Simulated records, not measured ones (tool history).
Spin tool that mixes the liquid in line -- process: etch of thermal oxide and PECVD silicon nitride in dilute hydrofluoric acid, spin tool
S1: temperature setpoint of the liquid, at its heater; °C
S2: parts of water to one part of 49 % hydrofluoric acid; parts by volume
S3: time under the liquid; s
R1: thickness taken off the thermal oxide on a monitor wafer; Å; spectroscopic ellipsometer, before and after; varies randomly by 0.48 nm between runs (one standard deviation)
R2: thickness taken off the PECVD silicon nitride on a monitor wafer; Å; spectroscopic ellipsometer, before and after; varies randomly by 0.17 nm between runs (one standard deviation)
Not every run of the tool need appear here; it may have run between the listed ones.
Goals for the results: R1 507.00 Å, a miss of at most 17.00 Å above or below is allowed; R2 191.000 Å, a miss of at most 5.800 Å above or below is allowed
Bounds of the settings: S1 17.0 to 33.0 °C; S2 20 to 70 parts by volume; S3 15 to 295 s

Run 1, day 0.000: S1 25.0 °C, S2 40 parts by volume, S3 150 s. Result: R1 192.43 Å, R2 67.098 Å.
Run 2, day 0.358: S1 26.0 °C, S2 35 parts by volume, S3 155 s. Result: R1 238.38 Å, R2 83.725 Å.
Run 3, day 0.642: S1 26.0 °C, S2 45 parts by volume, S3 155 s. Result: R1 183.11 Å, R2 66.445 Å.
Run 4, day 0.679: S1 27.0 °C, S2 40 parts by volume, S3 160 s. Result: R1 217.44 Å, R2 80.427 Å.
Run 5, day 0.975: S1 27.5 °C, S2 35 parts by volume, S3 165 s. Result: R1 267.87 Å, R2 100.570 Å.
Run 6, day 1.188: S1 27.5 °C, S2 35 parts by volume, S3 110 s. Result: R1 179.30 Å, R2 64.851 Å.
Run 7, day 1.562: S1 28.0 °C, S2 30 parts by volume, S3 125 s. Result: R1 249.00 Å, R2 90.233 Å.
Run 8, day 1.921: S1 28.5 °C, S2 30 parts by volume, S3 135 s. Result: R1 263.26 Å, R2 101.400 Å.
Run 9, day 2.254: S1 28.5 °C, S2 30 parts by volume, S3 145 s. Result: R1 290.06 Å, R2 107.800 Å.
Run 10, day 2.279: S1 28.5 °C, S2 30 parts by volume, S3 145 s. Result: R1 288.40 Å, R2 109.180 Å.
Run 11, day 2.588: S1 28.5 °C, S2 30 parts by volume, S3 150 s. Result: R1 298.48 Å, R2 110.900 Å.
Run 12, day 2.825: S1 29.0 °C, S2 30 parts by volume, S3 155 s. Result: R1 313.37 Å, R2 119.110 Å.
Run 13, day 2.958: S1 29.0 °C, S2 30 parts by volume, S3 160 s. Result: R1 325.49 Å, R2 123.610 Å.
Run 14, day 3.021: S1 29.5 °C, S2 25 parts by volume, S3 170 s. Result: R1 428.75 Å, R2 162.010 Å.
Run 15, day 3.158: S1 30.0 °C, S2 20 parts by volume, S3 170 s. Result: R1 555.06 Å, R2 201.150 Å.
Run 16, day 3.238: S1 30.0 °C, S2 25 parts by volume, S3 180 s. Result: R1 467.64 Å, R2 174.540 Å.
Run 17, day 3.483: S1 30.5 °C, S2 25 parts by volume, S3 180 s. Result: R1 460.69 Å, R2 179.860 Å.

4 next moves are on the table. One of them brings every result within its allowed miss. Which?
Run A, day 3.729: S1 29.5 °C, S2 25 parts by volume, S3 185 s. Result: R1 ?, R2 ?.
Run B, day 3.729: S1 33.0 °C, S2 25 parts by volume, S3 175 s. Result: R1 ?, R2 ?.
Run C, day 3.729: S1 30.0 °C, S2 20 parts by volume, S3 160 s. Result: R1 ?, R2 ?.
Run D, day 3.729: S1 30.0 °C, S2 30 parts by volume, S3 225 s. Result: R1 ?, R2 ?.

move      R1       R2
   A  457.40  175.070
   B  497.49  207.850
   C  508.66  193.920
   D  469.28  184.340
A: misses by more than the last run did
B: brings the last run's worst result on target, with another outside its allowed miss
C: in spec on every target
D: moves toward the targets from the last run without getting all of them in spec
The move that meets every target is C.

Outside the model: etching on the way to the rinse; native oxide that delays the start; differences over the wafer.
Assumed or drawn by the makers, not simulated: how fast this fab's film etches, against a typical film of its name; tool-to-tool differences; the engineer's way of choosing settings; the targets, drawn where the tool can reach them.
